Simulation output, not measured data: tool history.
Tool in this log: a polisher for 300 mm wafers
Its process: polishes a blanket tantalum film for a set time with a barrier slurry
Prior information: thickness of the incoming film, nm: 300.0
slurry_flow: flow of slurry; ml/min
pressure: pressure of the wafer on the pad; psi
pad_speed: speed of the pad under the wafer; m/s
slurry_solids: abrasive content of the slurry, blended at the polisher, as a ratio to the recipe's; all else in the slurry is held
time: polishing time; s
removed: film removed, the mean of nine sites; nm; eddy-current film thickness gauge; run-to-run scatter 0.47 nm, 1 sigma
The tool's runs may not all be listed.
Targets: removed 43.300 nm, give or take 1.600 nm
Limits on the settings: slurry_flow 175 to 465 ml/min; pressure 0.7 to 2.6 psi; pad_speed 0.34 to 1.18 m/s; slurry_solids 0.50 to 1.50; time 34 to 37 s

run 1 day=0.000 | slurry_flow=295 pressure=1.6 pad_speed=0.76 slurry_solids=1.00 time=37 | removed=28.586
run 2 day=0.221 | slurry_flow=295 pressure=1.6 pad_speed=0.76 slurry_solids=1.00 time=37 | removed=28.021
run 3 day=0.571 | slurry_flow=295 pressure=1.4 pad_speed=0.76 slurry_solids=1.00 time=37 | removed=24.596
run 4 day=0.838 | slurry_flow=330 pressure=1.4 pad_speed=0.76 slurry_solids=1.00 time=37 | removed=25.016
run 5 day=1.196 | slurry_flow=330 pressure=1.6 pad_speed=0.76 slurry_solids=1.00 time=37 | removed=28.190
run 6 day=1.375 | slurry_flow=330 pressure=1.3 pad_speed=0.76 slurry_solids=1.00 time=37 | removed=23.034
run 7 day=1.571 | slurry_flow=330 pressure=1.5 pad_speed=0.76 slurry_solids=1.00 time=37 | removed=26.519
run 8 day=1.725 | slurry_flow=330 pressure=1.7 pad_speed=0.76 slurry_solids=1.00 time=37 | removed=30.034
run 9 day=1.929 | slurry_flow=330 pressure=1.8 pad_speed=0.76 slurry_solids=1.00 time=37 | removed=31.789
run 10 day=2.221 | slurry_flow=330 pressure=2.3 pad_speed=0.78 slurry_solids=1.00 time=37 | removed=40.998

Which of these 5 next moves meets every target?
run A day=2.512 | slurry_flow=290 pressure=2.1 pad_speed=0.74 slurry_solids=1.50 time=35 | removed=?
run B day=2.512 | slurry_flow=295 pressure=2.4 pad_speed=0.84 slurry_solids=1.00 time=37 | removed=?
run C day=2.512 | slurry_flow=345 pressure=2.3 pad_speed=0.84 slurry_solids=1.05 time=35 | removed=?
run D day=2.512 | slurry_flow=320 pressure=2.6 pad_speed=0.82 slurry_solids=0.70 time=37 | removed=?
run E day=2.512 | slurry_flow=305 pressure=2.2 pad_speed=0.80 slurry_solids=1.05 time=35 | removed=?

move=A removed=38.008
move=B removed=45.499
move=C removed=42.572
move=D removed=39.186
move=E removed=38.552
A: lands further from the targets than the last run did
B: carries the result that was furthest off beyond its target, to the other side
C: in spec on every target
D: lands further from the targets than the last run did
E: lands further from the targets than the last run did
The right move is C.
